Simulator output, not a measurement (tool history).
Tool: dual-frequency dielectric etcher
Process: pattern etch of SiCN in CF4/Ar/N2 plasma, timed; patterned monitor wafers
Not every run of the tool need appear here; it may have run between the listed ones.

run	hour	source power (W)	bias power (W)	Ar flow (sccm)	CF4 flow (sccm)	etch time (s)	mean etch depth across the wafer (nm)
1	0	460	90	124	77	190	178.06
2	5.9	530	90	124	77	190	202.71
3	9.4	610	90	124	77	190	230.5
4	10.8	610	90	124	77	190	230.59
5	14.4	610	90	124	77	198	240.43
6	18.6	610	103	124	77	198	251.84
7	23.8	570	102	125	77	198	236.28

What does the tool deliver on the next run?
# hour 32.5: bias power generator calibrated
8	32.5	530	101	125	77	198	?

For run 8 the tool returned mean etch depth across the wafer (nm) 222.92.

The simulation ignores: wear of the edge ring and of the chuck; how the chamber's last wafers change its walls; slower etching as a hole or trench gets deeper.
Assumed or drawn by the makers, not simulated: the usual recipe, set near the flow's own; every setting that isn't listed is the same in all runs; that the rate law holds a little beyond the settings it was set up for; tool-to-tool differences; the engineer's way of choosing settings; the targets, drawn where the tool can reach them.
